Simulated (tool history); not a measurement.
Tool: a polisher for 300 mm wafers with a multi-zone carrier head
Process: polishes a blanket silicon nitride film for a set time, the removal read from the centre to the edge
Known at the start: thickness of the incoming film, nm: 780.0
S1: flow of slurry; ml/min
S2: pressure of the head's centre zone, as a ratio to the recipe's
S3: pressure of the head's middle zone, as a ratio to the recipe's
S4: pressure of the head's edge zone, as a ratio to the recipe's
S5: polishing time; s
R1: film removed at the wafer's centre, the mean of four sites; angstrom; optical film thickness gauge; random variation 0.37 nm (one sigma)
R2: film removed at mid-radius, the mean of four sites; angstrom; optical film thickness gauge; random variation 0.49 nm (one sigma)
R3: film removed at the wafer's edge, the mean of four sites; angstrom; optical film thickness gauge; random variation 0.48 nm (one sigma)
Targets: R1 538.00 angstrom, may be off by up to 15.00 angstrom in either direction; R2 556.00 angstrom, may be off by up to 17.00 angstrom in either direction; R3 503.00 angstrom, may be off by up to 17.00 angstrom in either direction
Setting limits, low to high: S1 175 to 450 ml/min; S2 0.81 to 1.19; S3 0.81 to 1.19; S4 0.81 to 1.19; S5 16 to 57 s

{"run": 1, "hour": 0.0, "S1": 290, "S2": 1.0, "S3": 1.0, "S4": 1.0, "S5": 36, "R1": 856.56, "R2": 856.23, "R3": 876.57}
{"run": 2, "hour": 8.2, "S1": 290, "S2": 1.06, "S3": 1.0, "S4": 1.0, "S5": 36, "R1": 916.71, "R2": 864.27, "R3": 865.24}
{"run": 3, "hour": 13.7, "S1": 290, "S2": 1.06, "S3": 1.0, "S4": 0.92, "S5": 36, "R1": 912.81, "R2": 870.6, "R3": 812.6}
{"run": 4, "hour": 21.5, "S1": 290, "S2": 1.06, "S3": 0.95, "S4": 0.92, "S5": 36, "R1": 912.6, "R2": 830.17, "R3": 825.52}
{"run": 5, "hour": 26.6, "S1": 290, "S2": 1.06, "S3": 0.95, "S4": 0.92, "S5": 45, "R1": 1136.0, "R2": 1024.1, "R3": 1028.7}
{"run": 6, "hour": 30.9, "S1": 350, "S2": 1.06, "S3": 0.95, "S4": 0.92, "S5": 45, "R1": 1155.1, "R2": 1065.8, "R3": 1058.5}
{"run": 7, "hour": 35.4, "S1": 325, "S2": 1.02, "S3": 0.95, "S4": 0.88, "S5": 36, "R1": 882.26, "R2": 840.75, "R3": 824.49}
{"run": 8, "hour": 37.7, "S1": 300, "S2": 1.0, "S3": 0.96, "S4": 0.86, "S5": 30, "R1": 715.8, "R2": 706.63, "R3": 671.26}
{"run": 9, "hour": 42.0, "S1": 275, "S2": 0.99, "S3": 0.96, "S4": 0.84, "S5": 27, "R1": 630.91, "R2": 630.56, "R3": 604.06}
{"run": 10, "hour": 43.5, "S1": 260, "S2": 0.99, "S3": 0.97, "S4": 0.83, "S5": 25, "R1": 580.52, "R2": 583.02, "R3": 539.23}

5 next moves are on the table. One of them brings every result within its allowed miss. Which?
{"run": "A", "hour": 45.0, "S1": 175, "S2": 1.02, "S3": 1.04, "S4": 0.85, "S5": 24, "R1": "?", "R2": "?", "R3": "?"}
{"run": "B", "hour": 45.0, "S1": 235, "S2": 0.96, "S3": 0.96, "S4": 0.81, "S5": 26, "R1": "?", "R2": "?", "R3": "?"}
{"run": "C", "hour": 45.0, "S1": 175, "S2": 0.91, "S3": 0.91, "S4": 0.81, "S5": 27, "R1": "?", "R2": "?", "R3": "?"}
{"run": "D", "hour": 45.0, "S1": 225, "S2": 0.89, "S3": 1.04, "S4": 0.81, "S5": 24, "R1": "?", "R2": "?", "R3": "?"}
{"run": "E", "hour": 45.0, "S1": 275, "S2": 0.96, "S3": 0.99, "S4": 0.86, "S5": 25, "R1": "?", "R2": "?", "R3": "?"}

move=A R1=538.51 R2=553.62 R3=504.07
move=B R1=580.34 R2=589.67 R3=555.30
move=C R1=539.50 R2=557.06 R3=556.13
move=D R1=493.12 R2=578.92 R3=509.64
move=E R1=570.83 R2=593.67 R3=556.43
A: each result inside its tolerance
B: its largest miss is bigger than the last run's
C: gets the furthest-off result to its target, but another result is out of tolerance
D: pushes the last run's worst result past its target
E: its largest miss is bigger than the last run's
So the answer is move A, the one that meets all the targets.
